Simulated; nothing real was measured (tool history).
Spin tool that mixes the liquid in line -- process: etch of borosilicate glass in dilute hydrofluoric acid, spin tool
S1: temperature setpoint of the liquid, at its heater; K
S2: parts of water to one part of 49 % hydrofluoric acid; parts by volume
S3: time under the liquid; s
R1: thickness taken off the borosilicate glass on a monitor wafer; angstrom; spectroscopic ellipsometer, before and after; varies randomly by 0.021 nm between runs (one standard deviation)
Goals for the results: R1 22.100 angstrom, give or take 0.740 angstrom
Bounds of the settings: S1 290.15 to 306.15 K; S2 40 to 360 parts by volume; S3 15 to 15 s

run	hour	S1	S2	S3	R1
1	0.0	298.15	200	15	26.779
2	4.7	298.15	155	15	36.901
3	5.3	298.15	155	15	36.837
4	10.3	301.15	155	15	41.265
5	11.1	301.15	200	15	30.028
6	14.1	300.15	200	15	29.621
7	16.6	299.15	200	15	28.035
8	18.0	299.15	200	15	28.391
9	25.7	298.15	200	15	27.453
10	33.8	297.15	200	15	26.136
11	35.1	296.65	200	15	25.770
12	36.3	296.15	200	15	25.842
13	41.1	295.65	200	15	24.656

5 next moves are on the table. One of them brings every result within its allowed miss. Which?
A	45.9	294.65	200	15	?
B	45.9	296.65	240	15	?
C	45.9	293.15	205	15	?
D	45.9	298.15	220	15	?
E	45.9	296.15	205	15	?

move	R1
A	24.147
B	20.809
C	22.134
D	24.473
E	24.798
A: closes in on the targets versus the last run, not all within tolerance yet
B: pushes the last run's worst result past its target
C: every result lands within tolerance
D: closes in on the targets versus the last run, not all within tolerance yet
E: misses by more than the last run did
Correct choice: C, which meets every target
